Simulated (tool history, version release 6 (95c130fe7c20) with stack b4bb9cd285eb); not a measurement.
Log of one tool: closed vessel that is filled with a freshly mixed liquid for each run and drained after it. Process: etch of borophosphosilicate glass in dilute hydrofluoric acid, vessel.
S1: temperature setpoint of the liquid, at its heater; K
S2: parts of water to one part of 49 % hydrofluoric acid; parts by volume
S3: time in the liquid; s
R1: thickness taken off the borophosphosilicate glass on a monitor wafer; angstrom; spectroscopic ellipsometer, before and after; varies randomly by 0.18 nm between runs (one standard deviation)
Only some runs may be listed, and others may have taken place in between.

run	hour	S1	S2	S3	R1
1	0.0	297.15	50	35	458.55
2	3.5	295.15	50	35	419.74
3	6.4	293.65	50	35	393.72
4	15.4	293.65	30	35	674.78
5	21.6	293.65	25	35	806.23
6	23.8	291.65	25	35	746.42
7	25.3	291.15	35	35	511.43

Run 8, settings as shown, results not yet in. Your forecast:
8	26.2	290.65	40	35	?

Logged for run 8: R1 437.29 angstrom.
